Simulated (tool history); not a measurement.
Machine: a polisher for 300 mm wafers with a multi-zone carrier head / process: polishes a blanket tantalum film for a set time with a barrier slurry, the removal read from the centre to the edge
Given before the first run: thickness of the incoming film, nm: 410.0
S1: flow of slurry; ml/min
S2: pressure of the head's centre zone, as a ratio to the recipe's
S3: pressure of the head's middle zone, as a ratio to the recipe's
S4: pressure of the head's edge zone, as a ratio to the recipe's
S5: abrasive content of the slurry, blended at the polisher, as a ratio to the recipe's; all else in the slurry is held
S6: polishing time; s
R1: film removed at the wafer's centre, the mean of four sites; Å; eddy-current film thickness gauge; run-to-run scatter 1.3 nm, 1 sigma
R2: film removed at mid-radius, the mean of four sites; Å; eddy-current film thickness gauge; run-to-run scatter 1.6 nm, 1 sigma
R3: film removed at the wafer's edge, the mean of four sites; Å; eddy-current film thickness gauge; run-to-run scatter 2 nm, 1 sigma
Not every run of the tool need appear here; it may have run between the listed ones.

run 1 hour=0.0 | S1=195 S2=1.00 S3=1.00 S4=1.00 S5=1.00 S6=69 | R1=883.55 R2=982.45 R3=961.05
run 2 hour=5.5 | S1=200 S2=1.01 S3=1.02 S4=1.02 S5=1.10 S6=71 | R1=971.97 R2=1068.10 R3=1005.90
run 3 hour=14.0 | S1=195 S2=0.99 S3=1.02 S4=1.03 S5=1.15 S6=74 | R1=990.89 R2=1109.30 R3=1066.20
run 4 hour=20.4 | S1=195 S2=0.99 S3=1.08 S4=1.03 S5=1.15 S6=74 | R1=991.66 R2=1154.80 R3=1087.20
run 5 hour=26.9 | S1=200 S2=0.99 S3=1.09 S4=1.05 S5=1.20 S6=75 | R1=1026.10 R2=1204.30 R3=1121.10
run 6 hour=35.0 | S1=200 S2=1.07 S3=1.09 S4=1.05 S5=1.20 S6=75 | R1=1082.00 R2=1192.70 R3=1127.20
run 7 hour=38.0 | S1=205 S2=1.07 S3=1.11 S4=1.07 S5=1.25 S6=76 | R1=1142.50 R2=1245.30 R3=1149.20

Estimate the outcome of run 8 from the log above:
run 8 hour=44.7 | S1=200 S2=1.05 S3=1.12 S4=1.08 S5=1.30 S6=77 | R1=? R2=? R3=?

R1: 1156.80 Å
R2: 1305.10 Å
R3: 1195.30 Å

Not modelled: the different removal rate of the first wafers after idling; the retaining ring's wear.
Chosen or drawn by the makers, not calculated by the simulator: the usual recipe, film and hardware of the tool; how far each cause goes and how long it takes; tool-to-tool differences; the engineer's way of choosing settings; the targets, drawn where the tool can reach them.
